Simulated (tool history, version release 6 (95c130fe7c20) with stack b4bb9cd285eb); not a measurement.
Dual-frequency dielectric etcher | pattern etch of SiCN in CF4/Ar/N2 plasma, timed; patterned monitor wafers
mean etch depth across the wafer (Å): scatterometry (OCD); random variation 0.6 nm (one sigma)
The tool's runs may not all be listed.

run    day  source power (W)  bias power (W)  Ar flow (sccm)  CF4 flow (sccm)  etch time (s)  mean etch depth across the wafer (Å)
  1  0.000               360              78             133               64            116                                905.92
  2  0.317               300              78             133               64            116                                801.47
  3  0.500               310              78             133               64            116                                826.31
  4  0.608               310              78             144               64            116                                823.40
  5  0.946               310              78             144               59            116                                800.58
  6  1.158               310              78             152               59            116                                799.72
  7  1.233               320              78             152               59            116                                817.10
  8  1.321               390              80             151               59            116                                951.56

Run 9 comes next. What will it give?
  9  1.392               400              80             151               59            116                                     ?

{"run 9": {"mean etch depth across the wafer (Å)": 948.73}}
